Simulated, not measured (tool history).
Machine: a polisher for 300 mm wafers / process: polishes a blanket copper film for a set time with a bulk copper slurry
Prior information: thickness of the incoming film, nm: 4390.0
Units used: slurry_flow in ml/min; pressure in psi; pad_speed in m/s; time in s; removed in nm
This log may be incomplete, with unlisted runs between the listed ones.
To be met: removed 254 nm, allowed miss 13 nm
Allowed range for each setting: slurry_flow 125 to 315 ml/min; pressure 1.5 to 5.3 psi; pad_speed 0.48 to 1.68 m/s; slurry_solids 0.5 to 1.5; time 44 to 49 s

run,hour,slurry_flow,pressure,pad_speed,slurry_solids,time,removed
1,0,205,3.4,1.08,1,49,511.69
2,4.2,205,2.8,1.08,1,49,466.88
3,12.2,205,2.6,1,1,49,404.73
4,14.2,205,2.4,0.96,1,49,379.24
5,23.1,205,2.4,0.78,1,49,314.49
6,26.8,205,2.2,0.78,1,49,295.91
7,30.8,205,2.1,0.78,1,49,298.19
8,32.9,205,2,0.78,1,49,291.47

Which single option among these 5 for the next run brings every result within its allowed miss of target? Just one does.
A,35,215,1.9,0.86,1.05,48,?
B,35,185,1.8,0.94,1,49,?
C,35,220,1.6,1.06,0.85,48,?
D,35,190,2.2,0.9,0.95,49,?
E,35,215,1.9,0.74,1.05,46,?

move,removed
A,297.88
B,310.73
C,316.27
D,328.06
E,250.92
A: misses by more than the last run did
B: misses by more than the last run did
C: misses by more than the last run did
D: misses by more than the last run did
E: all results land within tolerance of their targets
The right move is E.

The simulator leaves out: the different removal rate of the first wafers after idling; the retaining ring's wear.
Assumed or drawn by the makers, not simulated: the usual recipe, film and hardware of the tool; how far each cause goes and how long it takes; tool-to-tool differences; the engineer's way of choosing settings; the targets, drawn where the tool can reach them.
